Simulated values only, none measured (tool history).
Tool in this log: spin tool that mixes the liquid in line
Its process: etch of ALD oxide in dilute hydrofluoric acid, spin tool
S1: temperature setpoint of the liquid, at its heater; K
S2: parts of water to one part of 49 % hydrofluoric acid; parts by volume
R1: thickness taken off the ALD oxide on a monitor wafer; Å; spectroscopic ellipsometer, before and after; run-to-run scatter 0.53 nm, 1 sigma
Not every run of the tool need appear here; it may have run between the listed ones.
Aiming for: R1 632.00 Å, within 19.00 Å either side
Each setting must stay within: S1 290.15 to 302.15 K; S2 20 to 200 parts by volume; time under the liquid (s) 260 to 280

run 1 day=0.000 | S1=294.15 S2=110 time_under_the_liquid_(s)=260 | R1=539.75
run 2 day=0.104 | S1=291.65 S2=110 time_under_the_liquid_(s)=260 | R1=485.85
run 3 day=0.358 | S1=291.65 S2=75 time_under_the_liquid_(s)=260 | R1=743.66
run 4 day=0.529 | S1=291.65 S2=75 time_under_the_liquid_(s)=260 | R1=734.48
run 5 day=0.833 | S1=291.65 S2=75 time_under_the_liquid_(s)=260 | R1=741.22
run 6 day=0.954 | S1=291.65 S2=45 time_under_the_liquid_(s)=260 | R1=1271.90
run 7 day=1.079 | S1=291.15 S2=55 time_under_the_liquid_(s)=260 | R1=1009.10
run 8 day=1.433 | S1=290.65 S2=65 time_under_the_liquid_(s)=260 | R1=825.61
run 9 day=1.733 | S1=290.65 S2=70 time_under_the_liquid_(s)=260 | R1=762.22
run 10 day=1.988 | S1=290.65 S2=75 time_under_the_liquid_(s)=260 | R1=709.67

Pick the move, out of 4, that brings all results within their allowed miss; only one does.
run A day=2.242 | S1=290.65 S2=90 time_under_the_liquid_(s)=280 | R1=?
run B day=2.242 | S1=291.65 S2=95 time_under_the_liquid_(s)=260 | R1=?
run C day=2.242 | S1=291.15 S2=80 time_under_the_liquid_(s)=260 | R1=?
run D day=2.242 | S1=290.65 S2=90 time_under_the_liquid_(s)=260 | R1=?

move=A R1=627.91
move=B R1=572.98
move=C R1=677.26
move=D R1=583.06
A: every result within its allowed miss
B: pushes the last run's worst result past its target
C: an improvement on the last run, though not all results are within tolerance
D: pushes the last run's worst result past its target
Move A is the one to make.
